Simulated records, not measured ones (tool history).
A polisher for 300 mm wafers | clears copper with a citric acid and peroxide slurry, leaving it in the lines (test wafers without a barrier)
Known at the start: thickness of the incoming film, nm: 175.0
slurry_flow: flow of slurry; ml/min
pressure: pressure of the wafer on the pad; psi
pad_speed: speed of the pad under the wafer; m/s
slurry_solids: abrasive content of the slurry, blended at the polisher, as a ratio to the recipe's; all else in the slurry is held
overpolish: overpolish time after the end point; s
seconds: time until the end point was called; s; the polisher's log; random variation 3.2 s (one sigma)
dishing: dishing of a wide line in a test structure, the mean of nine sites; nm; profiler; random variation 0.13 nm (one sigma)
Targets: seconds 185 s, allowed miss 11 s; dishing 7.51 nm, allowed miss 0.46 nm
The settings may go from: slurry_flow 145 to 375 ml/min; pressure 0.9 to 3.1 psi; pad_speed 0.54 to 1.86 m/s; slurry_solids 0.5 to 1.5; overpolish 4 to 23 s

{"run": 1, "hour": 0.0, "slurry_flow": 240, "pressure": 2, "pad_speed": 1.18, "slurry_solids": 1, "overpolish": 12, "seconds": 114.94, "dishing": 12.832}
{"run": 2, "hour": 4.3, "slurry_flow": 240, "pressure": 2, "pad_speed": 1.02, "slurry_solids": 1, "overpolish": 12, "seconds": 127.32, "dishing": 11.499}
{"run": 3, "hour": 12.1, "slurry_flow": 200, "pressure": 2, "pad_speed": 1.02, "slurry_solids": 1, "overpolish": 12, "seconds": 134.3, "dishing": 11.292}
{"run": 4, "hour": 18.2, "slurry_flow": 200, "pressure": 1.9, "pad_speed": 1.02, "slurry_solids": 1, "overpolish": 12, "seconds": 135.88, "dishing": 10.784}
{"run": 5, "hour": 19.9, "slurry_flow": 200, "pressure": 1.9, "pad_speed": 1.02, "slurry_solids": 1, "overpolish": 16, "seconds": 134.29, "dishing": 14.472}
{"run": 6, "hour": 23.0, "slurry_flow": 200, "pressure": 1.9, "pad_speed": 1.16, "slurry_solids": 1, "overpolish": 16, "seconds": 122.54, "dishing": 15.448}
{"run": 7, "hour": 29.3, "slurry_flow": 200, "pressure": 1.8, "pad_speed": 1.14, "slurry_solids": 1, "overpolish": 15, "seconds": 138.51, "dishing": 13.849}
{"run": 8, "hour": 36.0, "slurry_flow": 205, "pressure": 1.8, "pad_speed": 1.1, "slurry_solids": 1, "overpolish": 14, "seconds": 139.65, "dishing": 12.062}
{"run": 9, "hour": 37.6, "slurry_flow": 205, "pressure": 1.7, "pad_speed": 1.1, "slurry_solids": 1, "overpolish": 14, "seconds": 146.87, "dishing": 12.437}
{"run": 10, "hour": 46.4, "slurry_flow": 205, "pressure": 1.7, "pad_speed": 1.08, "slurry_solids": 1, "overpolish": 13, "seconds": 147.19, "dishing": 11.339}
{"run": 11, "hour": 51.4, "slurry_flow": 205, "pressure": 1.7, "pad_speed": 1.06, "slurry_solids": 1, "overpolish": 12, "seconds": 147.15, "dishing": 10.173}
{"run": 12, "hour": 55.3, "slurry_flow": 205, "pressure": 1.6, "pad_speed": 1.06, "slurry_solids": 1, "overpolish": 12, "seconds": 159.9, "dishing": 9.7515}
{"run": 13, "hour": 62.6, "slurry_flow": 205, "pressure": 1.5, "pad_speed": 1.04, "slurry_solids": 1, "overpolish": 11, "seconds": 169.71, "dishing": 8.1915}
{"run": 14, "hour": 68.0, "slurry_flow": 205, "pressure": 1.5, "pad_speed": 1.04, "slurry_solids": 1, "overpolish": 11, "seconds": 166.81, "dishing": 8.1692}

Which of these 4 next moves meets every target?
{"run": "A", "hour": 73.4, "slurry_flow": 145, "pressure": 1.4, "pad_speed": 1.3, "slurry_solids": 1.2, "overpolish": 14, "seconds": "?", "dishing": "?"}
{"run": "B", "hour": 73.4, "slurry_flow": 150, "pressure": 1.3, "pad_speed": 1.06, "slurry_solids": 1.2, "overpolish": 14, "seconds": "?", "dishing": "?"}
{"run": "C", "hour": 73.4, "slurry_flow": 220, "pressure": 1.5, "pad_speed": 1.14, "slurry_solids": 1.25, "overpolish": 9, "seconds": "?", "dishing": "?"}
{"run": "D", "hour": 73.4, "slurry_flow": 180, "pressure": 1.5, "pad_speed": 0.98, "slurry_solids": 0.9, "overpolish": 11, "seconds": "?", "dishing": "?"}

move=A seconds=163.68 dishing=10.554
move=B seconds=195.99 dishing=8.8795
move=C seconds=152.41 dishing=7.4097
move=D seconds=182.9 dishing=7.543
A: further off than the last run
B: brings the result that was furthest off to its target, and leaves another outside
C: further off than the last run
D: meets every target
The right move is D.
